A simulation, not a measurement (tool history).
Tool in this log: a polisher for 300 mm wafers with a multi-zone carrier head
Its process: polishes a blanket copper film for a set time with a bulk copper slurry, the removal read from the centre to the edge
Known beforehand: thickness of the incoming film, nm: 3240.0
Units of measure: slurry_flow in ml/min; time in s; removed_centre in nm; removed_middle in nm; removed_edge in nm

Run 1, day 0: slurry_flow 190 ml/min, centre_zone 1, middle_zone 1, edge_zone 1, slurry_solids 1, time 74 s. Result: removed_centre 405.2 nm, removed_middle 410.5 nm, removed_edge 417.34 nm.
Run 2, day 0.133: slurry_flow 210 ml/min, centre_zone 1.01, middle_zone 1.01, edge_zone 1.02, slurry_solids 1, time 74 s. Result: removed_centre 417.93 nm, removed_middle 415.93 nm, removed_edge 424.84 nm.
Run 3, day 0.454: slurry_flow 225 ml/min, centre_zone 1.02, middle_zone 1.02, edge_zone 1.04, slurry_solids 1, time 74 s. Result: removed_centre 422.36 nm, removed_middle 420.72 nm, removed_edge 427.29 nm.
Run 4, day 0.633: slurry_flow 230 ml/min, centre_zone 1.03, middle_zone 1.03, edge_zone 1.06, slurry_solids 1.05, time 74 s. Result: removed_centre 436.51 nm, removed_middle 431.37 nm, removed_edge 431.28 nm.
Run 5, day 0.675: slurry_flow 230 ml/min, centre_zone 1.03, middle_zone 1.08, edge_zone 1.06, slurry_solids 1.05, time 74 s. Result: removed_centre 430.25 nm, removed_middle 456.83 nm, removed_edge 431.69 nm.
Run 6, day 0.867: slurry_flow 230 ml/min, centre_zone 1.03, middle_zone 1.08, edge_zone 1.06, slurry_solids 1.05, time 60 s. Result: removed_centre 353.48 nm, removed_middle 363.24 nm, removed_edge 351.55 nm.
Run 7, day 1.083: slurry_flow 220 ml/min, centre_zone 1.03, middle_zone 1.07, edge_zone 1.08, slurry_solids 1.2, time 64 s. Result: removed_centre 387.48 nm, removed_middle 398.15 nm, removed_edge 390.54 nm.

Forecast run 8:
Run 8, day 1.108: slurry_flow 250 ml/min, centre_zone 1.09, middle_zone 1.07, edge_zone 1.18, slurry_solids 1.45, time 65 s. Result: removed_centre ?, removed_middle ?, removed_edge ?.

Run 8 produced removed_centre 436.53 nm, removed_middle 422.11 nm, removed_edge 432.29 nm.
